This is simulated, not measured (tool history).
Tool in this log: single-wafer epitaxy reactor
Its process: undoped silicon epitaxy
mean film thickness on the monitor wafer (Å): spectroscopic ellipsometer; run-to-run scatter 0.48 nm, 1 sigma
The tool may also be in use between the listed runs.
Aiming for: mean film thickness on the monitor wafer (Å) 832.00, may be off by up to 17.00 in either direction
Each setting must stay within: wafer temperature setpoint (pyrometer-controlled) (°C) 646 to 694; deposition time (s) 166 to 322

| run | hour | wafer temperature setpoint (pyrometer-controlled) (°C) | deposition time (s) | mean film thickness on the monitor wafer (Å) |
|---|---|---|---|---|
| 1 | 0.0 | 670 | 244 | 623.27 |
| 2 | 5.8 | 674 | 244 | 680.69 |
| 3 | 8.0 | 665 | 244 | 570.60 |
| 4 | 16.3 | 670 | 245 | 632.61 |
| 5 | 24.8 | 677 | 245 | 722.79 |
| 6 | 27.2 | 679 | 245 | 757.08 |
| 7 | 33.1 | 680 | 245 | 765.77 |
| 8 | 40.6 | 681 | 245 | 779.10 |
| 9 | 47.9 | 682 | 245 | 799.78 |

Which of these 5 next moves meets every target?
| A | 55.2 | 687 | 221 | ? |
| B | 55.2 | 676 | 284 | ? |
| C | 55.2 | 690 | 231 | ? |
| D | 55.2 | 683 | 266 | ? |
| E | 55.2 | 681 | 246 | ? |

| move | mean film thickness on the monitor wafer (Å) |
|---|---|
| A | 785.93 |
| B | 815.53 |
| C | 870.12 |
| D | 875.67 |
| E | 778.98 |
A: misses by more than the last run did
B: meets every target
C: moves the result that the last run missed by most past its target, out the other side
D: moves the result that the last run missed by most past its target, out the other side
E: misses by more than the last run did
The move that meets every target is B.
